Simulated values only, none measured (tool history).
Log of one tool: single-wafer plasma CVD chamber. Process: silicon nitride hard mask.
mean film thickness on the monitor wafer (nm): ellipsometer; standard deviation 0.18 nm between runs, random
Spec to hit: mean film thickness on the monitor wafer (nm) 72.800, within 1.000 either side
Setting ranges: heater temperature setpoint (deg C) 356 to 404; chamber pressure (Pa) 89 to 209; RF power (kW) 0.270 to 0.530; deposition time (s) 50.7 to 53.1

run	hour	heater temperature setpoint (deg C)	chamber pressure (Pa)	RF power (kW)	deposition time (s)	mean film thickness on the monitor wafer (nm)
1	0.0	380	149	0.400	53.1	64.616
2	6.2	380	155	0.400	53.1	65.341
3	7.7	370	155	0.400	53.1	65.559
4	14.3	370	155	0.400	50.7	62.968
5	16.1	370	179	0.400	50.7	66.054
# hour 20.3: thermocouple changed; heater temperature recalibrated
6	20.3	370	179	0.400	53.1	69.113
7	24.8	370	179	0.400	53.1	68.905
8	29.2	370	181	0.400	53.1	69.203
9	33.2	370	184	0.400	53.1	69.697
10	36.4	370	185	0.400	53.1	69.955

4 next moves are on the table. One of them brings every result within its allowed miss. Which?
A	39.6	379	209	0.430	52.8	?
B	39.6	373	189	0.430	51.2	?
C	39.6	365	176	0.435	53.1	?
D	39.6	373	187	0.420	51.7	?

move	mean film thickness on the monitor wafer (nm)
A	75.003
B	70.686
C	72.356
D	70.039
A: takes the result that was furthest off past its target
B: gains on the last run, yet a result remains outside its allowed miss
C: every result within its allowed miss
D: roughly where the last run was
Correct choice: C, which meets every target
